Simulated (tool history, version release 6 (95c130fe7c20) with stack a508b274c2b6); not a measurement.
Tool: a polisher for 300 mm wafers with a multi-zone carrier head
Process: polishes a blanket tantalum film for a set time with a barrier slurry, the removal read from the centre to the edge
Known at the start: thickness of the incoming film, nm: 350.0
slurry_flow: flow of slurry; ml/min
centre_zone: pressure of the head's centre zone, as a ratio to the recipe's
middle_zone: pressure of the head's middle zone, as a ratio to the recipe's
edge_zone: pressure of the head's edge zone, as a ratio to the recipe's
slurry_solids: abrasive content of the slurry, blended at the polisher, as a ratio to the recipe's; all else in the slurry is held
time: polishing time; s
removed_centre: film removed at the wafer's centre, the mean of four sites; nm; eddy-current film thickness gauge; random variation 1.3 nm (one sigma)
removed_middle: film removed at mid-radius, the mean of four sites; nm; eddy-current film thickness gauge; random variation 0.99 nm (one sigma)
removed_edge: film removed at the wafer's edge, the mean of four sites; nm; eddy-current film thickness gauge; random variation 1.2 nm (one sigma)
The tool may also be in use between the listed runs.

run	day	slurry_flow	centre_zone	middle_zone	edge_zone	slurry_solids	time	removed_centre	removed_middle	removed_edge
1	0.000	315	1.00	1.00	1.00	1.00	75	69.466	69.511	71.424
2	0.196	315	1.00	1.08	1.00	1.00	75	69.222	73.832	68.717
3	0.412	315	1.00	1.08	1.00	1.00	68	61.260	66.552	64.190
4	0.458	320	1.00	1.09	1.01	1.10	70	64.744	72.413	66.690
5	0.575	320	1.00	1.09	1.01	1.10	61	57.843	64.182	59.328
6	0.808	320	0.94	1.09	1.01	1.10	61	54.823	63.387	59.546
7	0.858	320	0.94	1.09	1.01	1.10	61	54.917	62.375	59.526
8	0.954	320	0.95	1.09	1.02	1.15	64	57.526	67.498	64.235
9	1.004	325	0.98	1.09	1.03	1.20	66	63.963	71.640	66.687

The next listed run, before its measurement:
10	1.158	325	0.98	1.10	1.04	1.25	68	?	?	?

removed_centre: 65.765 nm
removed_middle: 74.760 nm
removed_edge: 70.339 nm
